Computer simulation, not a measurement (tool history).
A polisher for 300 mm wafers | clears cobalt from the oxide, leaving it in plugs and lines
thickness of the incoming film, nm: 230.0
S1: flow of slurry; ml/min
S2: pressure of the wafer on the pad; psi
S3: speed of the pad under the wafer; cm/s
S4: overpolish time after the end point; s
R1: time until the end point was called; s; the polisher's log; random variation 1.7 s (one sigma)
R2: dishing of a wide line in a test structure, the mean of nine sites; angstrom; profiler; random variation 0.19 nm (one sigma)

run	day	S1	S2	S3	S4	R1	R2
1	0.000	310	1.4	80	18	86.016	305.48
2	0.308	310	1.2	76	16	99.284	250.14
3	0.625	305	1.0	70	15	117.630	207.98
4	0.858	305	0.9	64	15	137.450	184.86
5	0.929	305	1.1	64	15	123.820	202.05
6	1.221	305	0.9	62	15	139.140	183.80

The next listed run, before its measurement:
7	1.579	305	0.8	60	15	?	?

Run 7 gave R1 150.160 s, R2 169.38 angstrom.
